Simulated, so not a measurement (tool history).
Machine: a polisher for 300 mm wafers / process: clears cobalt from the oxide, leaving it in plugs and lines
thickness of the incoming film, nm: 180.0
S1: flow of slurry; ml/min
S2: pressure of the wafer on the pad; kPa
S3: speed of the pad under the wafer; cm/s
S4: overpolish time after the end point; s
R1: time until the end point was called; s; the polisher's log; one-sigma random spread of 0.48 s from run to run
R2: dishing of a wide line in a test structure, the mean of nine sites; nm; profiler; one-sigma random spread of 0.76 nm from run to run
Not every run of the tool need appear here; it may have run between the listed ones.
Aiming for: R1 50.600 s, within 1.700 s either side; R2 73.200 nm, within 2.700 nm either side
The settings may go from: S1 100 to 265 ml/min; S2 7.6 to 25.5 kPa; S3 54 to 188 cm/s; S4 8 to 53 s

run	hour	S1	S2	S3	S4	R1	R2
1	0.0	170	16.5	120	27	31.996	72.359
2	4.4	170	16.5	120	20	31.693	64.797
3	10.6	170	20.0	120	20	26.369	69.370
4	14.3	165	17.2	118	25	30.940	70.819
5	20.4	165	13.8	118	25	37.806	65.720
6	25.8	165	13.8	118	21	38.752	60.298
7	33.9	160	12.4	116	26	43.501	64.153
8	38.2	150	11.7	116	29	46.111	63.790
9	39.6	150	11.7	116	32	45.044	67.656
10	47.0	150	11.7	116	32	46.050	67.610
11	54.7	145	11.7	116	34	46.274	69.453
12	58.6	140	11.7	116	36	47.324	70.421

Next run, 4 choices. One meets every target within its allowed miss, the rest don't. Which?
A	62.5	140	13.1	96	42	?	?
B	62.5	130	9.0	138	35	?	?
C	62.5	165	10.3	110	39	?	?
D	62.5	135	11.7	96	38	?	?

move	R1	R2
A	51.832	72.222
B	52.281	67.352
C	54.609	69.145
D	57.852	66.907
A: each result inside its tolerance
B: meets the target for the result that was furthest off, but another lies outside its allowed miss
C: moves the result that the last run missed by most past its target, out the other side
D: moves the result that the last run missed by most past its target, out the other side
Move A is the one to make.

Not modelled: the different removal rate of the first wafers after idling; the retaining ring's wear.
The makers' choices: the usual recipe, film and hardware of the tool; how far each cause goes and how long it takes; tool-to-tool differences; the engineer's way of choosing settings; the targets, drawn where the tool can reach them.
